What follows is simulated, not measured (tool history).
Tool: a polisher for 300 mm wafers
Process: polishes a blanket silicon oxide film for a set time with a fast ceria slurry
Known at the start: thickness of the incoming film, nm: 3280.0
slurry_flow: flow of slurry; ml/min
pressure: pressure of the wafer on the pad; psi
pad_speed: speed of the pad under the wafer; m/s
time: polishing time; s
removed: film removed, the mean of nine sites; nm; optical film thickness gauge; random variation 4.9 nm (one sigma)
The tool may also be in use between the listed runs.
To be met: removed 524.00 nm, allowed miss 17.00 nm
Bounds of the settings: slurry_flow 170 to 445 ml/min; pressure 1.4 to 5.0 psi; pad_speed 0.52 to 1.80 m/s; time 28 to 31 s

run	hour	slurry_flow	pressure	pad_speed	time	removed
1	0.0	285	3.2	1.16	31	746.65
2	6.9	285	3.7	1.16	31	838.14
3	9.1	285	3.7	1.16	31	836.50
4	11.2	285	3.7	1.16	28	750.67
5	15.8	285	3.5	1.16	28	723.04
6	21.6	285	4.3	1.16	28	849.24
7	28.7	285	4.0	1.16	28	797.26
8	37.7	280	3.1	1.12	28	632.35
9	42.9	280	3.0	1.12	28	622.16
10	51.8	280	2.9	1.12	28	609.74
11	59.9	280	2.8	1.12	28	587.47

5 next moves are on the table. One of them brings every result within its allowed miss. Which?
A	68.0	285	2.6	1.06	28	?
B	68.0	275	2.8	0.94	28	?
C	68.0	270	2.4	1.00	28	?
D	68.0	270	2.5	0.90	31	?
E	68.0	260	3.0	1.08	31	?

move	removed
A	530.08
B	496.50
C	471.78
D	485.54
E	658.29
A: meets every target
B: takes the result that was furthest off past its target
C: takes the result that was furthest off past its target
D: takes the result that was furthest off past its target
E: further off than the last run
The right move is A.
